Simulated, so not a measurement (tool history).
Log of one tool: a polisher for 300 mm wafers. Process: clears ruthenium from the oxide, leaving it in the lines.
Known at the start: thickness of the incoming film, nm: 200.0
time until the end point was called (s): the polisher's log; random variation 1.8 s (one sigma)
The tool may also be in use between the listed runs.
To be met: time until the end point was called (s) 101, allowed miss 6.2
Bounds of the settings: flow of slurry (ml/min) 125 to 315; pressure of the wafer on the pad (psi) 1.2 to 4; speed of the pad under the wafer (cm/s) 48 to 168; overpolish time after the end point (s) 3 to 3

run  hour  flow of slurry (ml/min)  pressure of the wafer on the pad (psi)  speed of the pad under the wafer (cm/s)  overpolish time after the end point (s)  time until the end point was called (s)
  1     0                      205                                     2.6                                      108                                        3                                   159.43
  2     2                      205                                     2.6                                       92                                        3                                   177.34
  3   3.9                      185                                     2.6                                       92                                        3                                   184.61
  4  12.8                      185                                     2.6                                       82                                        3                                   207.65
  5  16.2                      185                                     2.6                                       62                                        3                                    277.5
  6  18.8                      185                                     2.9                                       70                                        3                                   213.38
  7  21.3                      185                                     3.1                                       74                                        3                                   195.69
  8  26.3                      185                                     3.3                                       80                                        3                                   172.25
  9  28.1                      185                                     3.4                                       86                                        3                                   153.11

5 next moves are on the table. One of them brings every result within its allowed miss. Which?
  A  29.9                      180                                     3.4                                       70                                        3                                        ?
  B  29.9                      210                                     2.5                                       60                                        3                                        ?
  C  29.9                      180                                     3.4                                      118                                        3                                        ?
  D  29.9                      210                                       4                                      108                                        3                                        ?
  E  29.9                      125                                     2.8                                       58                                        3                                        ?

move  time until the end point was called (s)
   A                                   188.15
   B                                   287.67
   C                                   113.72
   D                                   103.49
   E                                    289.9
A: further off than the last run
B: further off than the last run
C: nearer than the last run, and not there yet
D: meets every target
E: further off than the last run
Answer: D
